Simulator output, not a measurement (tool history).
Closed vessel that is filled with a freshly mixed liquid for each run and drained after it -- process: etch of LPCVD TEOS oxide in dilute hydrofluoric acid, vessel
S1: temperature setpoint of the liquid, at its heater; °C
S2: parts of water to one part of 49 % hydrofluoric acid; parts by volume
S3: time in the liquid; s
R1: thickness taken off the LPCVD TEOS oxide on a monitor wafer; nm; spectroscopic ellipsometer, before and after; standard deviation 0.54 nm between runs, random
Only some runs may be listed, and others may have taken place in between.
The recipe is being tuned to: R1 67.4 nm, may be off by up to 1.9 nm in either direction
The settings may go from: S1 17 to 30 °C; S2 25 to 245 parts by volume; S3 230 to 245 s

run	hour	S1	S2	S3	R1
1	0	22	135	230	89.028
2	8.1	21	140	230	82.515
3	16.7	24	140	230	91.019
4	17.4	24	140	230	92.45
5	22	24	140	245	98.515
6	24.7	22.5	145	245	88.715
7	25.8	21.5	145	245	85.068
8	29	20.5	145	245	82.779
9	35.1	20	145	245	80.973
10	38.2	19.5	145	245	79.97
11	44.5	19	145	245	77.605
12	45.3	18.5	145	245	75.861
13	46.1	18	145	245	75.043
14	49.5	18	145	245	73.389
15	57.7	17.5	150	245	70.654

4 candidate next runs follow, results not yet known. Just one meets every target within its allowed miss. Identify it.
A	65.9	23.5	165	230	?
B	65.9	19	140	230	?
C	65.9	19	160	240	?
D	65.9	17	140	245	?

move	R1
A	75.135
B	76.229
C	68.199
D	74.833
A: lands further from the targets than the last run did
B: lands further from the targets than the last run did
C: every result lands within tolerance
D: lands further from the targets than the last run did
C meets every target.

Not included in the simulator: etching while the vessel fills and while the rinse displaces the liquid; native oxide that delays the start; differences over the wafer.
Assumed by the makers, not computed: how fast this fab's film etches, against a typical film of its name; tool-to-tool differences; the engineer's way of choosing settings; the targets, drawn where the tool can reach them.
